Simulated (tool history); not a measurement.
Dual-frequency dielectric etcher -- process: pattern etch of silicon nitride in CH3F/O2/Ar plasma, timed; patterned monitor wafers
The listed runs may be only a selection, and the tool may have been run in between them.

run	day	source power (W)	bias power (W)	etch time (s)	mean etch depth across the wafer (nm)
1	0.000	550	63	28.5	20.643
2	0.050	550	63	26.0	18.943
3	0.342	610	67	26.0	20.426
4	0.562	650	69	26.0	21.301
5	0.796	680	70	26.0	21.889
6	1.092	710	70	26.0	22.461
7	1.288	730	70	26.0	22.634

Run 8 comes next. What will it give?
8	1.508	730	70	26.0	?

{"run 8": {"mean etch depth across the wafer (nm)": 22.686}}

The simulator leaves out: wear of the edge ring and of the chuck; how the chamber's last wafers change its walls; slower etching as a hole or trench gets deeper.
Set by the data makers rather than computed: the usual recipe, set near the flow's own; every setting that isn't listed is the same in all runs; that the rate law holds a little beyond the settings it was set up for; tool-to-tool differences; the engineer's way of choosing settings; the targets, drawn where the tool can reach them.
